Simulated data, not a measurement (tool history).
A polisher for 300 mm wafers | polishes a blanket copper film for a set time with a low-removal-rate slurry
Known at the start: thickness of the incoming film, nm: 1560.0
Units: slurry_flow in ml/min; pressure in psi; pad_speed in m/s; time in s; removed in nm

run 1 hour=0 | slurry_flow=250 pressure=2.7 pad_speed=1.24 slurry_solids=1 time=19 | removed=61.363
run 2 hour=5.1 | slurry_flow=250 pressure=2.7 pad_speed=1.24 slurry_solids=1 time=17 | removed=55.223
run 3 hour=7.1 | slurry_flow=310 pressure=2.7 pad_speed=1.24 slurry_solids=1 time=17 | removed=56.671
run 4 hour=9.2 | slurry_flow=310 pressure=2.9 pad_speed=1.28 slurry_solids=1 time=17 | removed=63.839
run 5 hour=17.3 | slurry_flow=310 pressure=3.1 pad_speed=1.3 slurry_solids=1 time=17 | removed=69.142
run 6 hour=21.5 | slurry_flow=310 pressure=3.1 pad_speed=1.3 slurry_solids=1 time=17 | removed=67.54

Run 7 comes next. What will it give?
run 7 hour=30.4 | slurry_flow=310 pressure=3.3 pad_speed=1.34 slurry_solids=1 time=17 | removed=?

removed: 74.939 nm
